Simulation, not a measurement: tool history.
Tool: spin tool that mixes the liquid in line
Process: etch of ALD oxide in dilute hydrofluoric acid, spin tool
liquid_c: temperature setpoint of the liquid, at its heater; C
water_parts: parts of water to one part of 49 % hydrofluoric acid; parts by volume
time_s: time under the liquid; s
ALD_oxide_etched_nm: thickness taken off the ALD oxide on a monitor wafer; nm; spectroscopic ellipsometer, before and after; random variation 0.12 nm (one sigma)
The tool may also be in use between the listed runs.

{"run": 1, "hour": 0.0, "liquid_c": 22.0, "water_parts": 65, "time_s": 90, "ALD_oxide_etched_nm": 13.31}
{"run": 2, "hour": 6.2, "liquid_c": 22.0, "water_parts": 65, "time_s": 90, "ALD_oxide_etched_nm": 13.293}
{"run": 3, "hour": 14.9, "liquid_c": 19.0, "water_parts": 65, "time_s": 90, "ALD_oxide_etched_nm": 11.746}
{"run": 4, "hour": 17.3, "liquid_c": 17.0, "water_parts": 65, "time_s": 90, "ALD_oxide_etched_nm": 10.743}
{"run": 5, "hour": 18.9, "liquid_c": 18.5, "water_parts": 65, "time_s": 90, "ALD_oxide_etched_nm": 11.352}
{"run": 6, "hour": 24.9, "liquid_c": 20.0, "water_parts": 65, "time_s": 90, "ALD_oxide_etched_nm": 12.125}
{"run": 7, "hour": 31.2, "liquid_c": 21.5, "water_parts": 65, "time_s": 90, "ALD_oxide_etched_nm": 13.021}
{"run": 8, "hour": 37.0, "liquid_c": 22.5, "water_parts": 65, "time_s": 90, "ALD_oxide_etched_nm": 13.646}
{"hour": 40.3, "done": "thermometer replaced"}
{"run": 9, "hour": 40.3, "liquid_c": 23.5, "water_parts": 65, "time_s": 90, "ALD_oxide_etched_nm": 15.181}
{"run": 10, "hour": 41.9, "liquid_c": 24.0, "water_parts": 65, "time_s": 90, "ALD_oxide_etched_nm": 15.412}
{"run": 11, "hour": 48.7, "liquid_c": 24.5, "water_parts": 65, "time_s": 90, "ALD_oxide_etched_nm": 15.555}
{"run": 12, "hour": 55.0, "liquid_c": 25.0, "water_parts": 65, "time_s": 90, "ALD_oxide_etched_nm": 16.017}

Forecast run 13:
{"run": 13, "hour": 57.7, "liquid_c": 25.5, "water_parts": 65, "time_s": 90, "ALD_oxide_etched_nm": "?"}

Run 13 gave ALD_oxide_etched_nm 16.347 nm.
